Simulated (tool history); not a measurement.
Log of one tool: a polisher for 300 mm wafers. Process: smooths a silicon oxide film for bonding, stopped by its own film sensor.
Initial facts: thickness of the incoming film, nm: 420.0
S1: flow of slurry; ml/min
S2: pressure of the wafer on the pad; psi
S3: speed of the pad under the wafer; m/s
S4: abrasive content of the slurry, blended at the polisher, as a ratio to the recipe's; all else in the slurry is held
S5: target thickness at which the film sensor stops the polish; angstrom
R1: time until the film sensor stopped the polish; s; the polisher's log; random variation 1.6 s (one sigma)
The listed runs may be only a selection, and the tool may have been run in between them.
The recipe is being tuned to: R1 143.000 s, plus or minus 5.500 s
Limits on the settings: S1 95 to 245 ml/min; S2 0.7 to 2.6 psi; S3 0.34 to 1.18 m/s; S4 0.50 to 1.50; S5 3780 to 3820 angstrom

| run | hour | S1 | S2 | S3 | S4 | S5 | R1 |
|---|---|---|---|---|---|---|---|
| 1 | 0.0 | 155 | 1.6 | 0.76 | 1.00 | 3780 | 90.836 |
| 2 | 6.6 | 155 | 1.6 | 0.68 | 1.00 | 3780 | 95.946 |
| 3 | 11.2 | 155 | 1.5 | 0.68 | 1.00 | 3780 | 102.140 |
| 4 | 12.4 | 155 | 1.5 | 0.68 | 1.00 | 3820 | 92.809 |
| 5 | 19.0 | 155 | 1.5 | 0.80 | 1.00 | 3820 | 83.166 |
| 6 | 22.7 | 155 | 1.4 | 0.78 | 1.00 | 3820 | 88.795 |
| 7 | 28.6 | 155 | 1.3 | 0.76 | 1.00 | 3820 | 93.520 |
| 8 | 31.5 | 155 | 1.3 | 0.76 | 1.00 | 3820 | 95.226 |
| 9 | 37.7 | 155 | 1.2 | 0.74 | 1.00 | 3820 | 97.780 |
| 10 | 46.4 | 145 | 0.7 | 0.56 | 0.95 | 3820 | 161.200 |
| 11 | 55.1 | 155 | 0.8 | 0.56 | 0.95 | 3820 | 150.740 |

Which of these 5 next moves meets every target?
| A | 63.8 | 160 | 0.8 | 0.56 | 1.00 | 3780 | ? |
| B | 63.8 | 175 | 1.1 | 0.46 | 0.80 | 3790 | ? |
| C | 63.8 | 185 | 0.7 | 0.68 | 1.15 | 3780 | ? |
| D | 63.8 | 180 | 0.9 | 0.44 | 1.00 | 3810 | ? |
| E | 63.8 | 125 | 1.0 | 0.54 | 0.85 | 3800 | ? |

| move | R1 |
|---|---|
| A | 159.380 |
| B | 160.220 |
| C | 141.150 |
| D | 153.710 |
| E | 155.440 |
A: lands further from the targets than the last run did
B: lands further from the targets than the last run did
C: every result lands within tolerance
D: lands further from the targets than the last run did
E: lands further from the targets than the last run did
Answer: C
